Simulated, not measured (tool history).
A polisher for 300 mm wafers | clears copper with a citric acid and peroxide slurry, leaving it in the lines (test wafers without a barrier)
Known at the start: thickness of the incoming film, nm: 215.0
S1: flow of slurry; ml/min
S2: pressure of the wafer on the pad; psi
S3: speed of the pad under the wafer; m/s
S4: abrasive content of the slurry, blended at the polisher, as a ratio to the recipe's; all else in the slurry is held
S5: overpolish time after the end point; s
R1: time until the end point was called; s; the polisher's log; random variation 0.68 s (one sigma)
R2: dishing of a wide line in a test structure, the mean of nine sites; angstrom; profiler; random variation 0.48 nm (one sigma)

run    day   S1   S2    S3  S4  S5      R1      R2
  1      0  230  2.7  1.06   1  12  86.707  265.31
  2  0.362  230  2.9  1.08   1  11  78.237  262.25
  3  0.508  230  2.6  1.08   1  11  86.335  247.02
  4  0.862  230  2.8  1.08   1  10  80.732  239.28
  5  1.075  175  2.8  1.08   1  10   82.19  234.05
  6  1.321  195  2.8  1.08   1  10   83.35  229.21
  7  1.617  185    3   1.1   1   9  75.676   228.2
  8  1.646  180  3.2   1.1   1   8  71.345  206.11
  9  1.879  180  3.3   1.1   1   8  70.068  223.61
 10  2.054  175  3.4  1.12   1   7  67.653  208.33
 11  2.362  170  3.5  1.14   1   7  63.729  215.18
 12  2.575  165  3.6  1.14   1   7  61.134  222.78
 13  2.792  160  3.7  1.14   1   7  59.746  216.24
 14   3.15  160  3.8  1.14   1   7  58.895  227.48

Run 15 comes next. What will it give?
 15  3.379  155  3.8  1.16   1   7   ?   ?

Run 15 gave R1 57.362 s, R2 232.87 angstrom.

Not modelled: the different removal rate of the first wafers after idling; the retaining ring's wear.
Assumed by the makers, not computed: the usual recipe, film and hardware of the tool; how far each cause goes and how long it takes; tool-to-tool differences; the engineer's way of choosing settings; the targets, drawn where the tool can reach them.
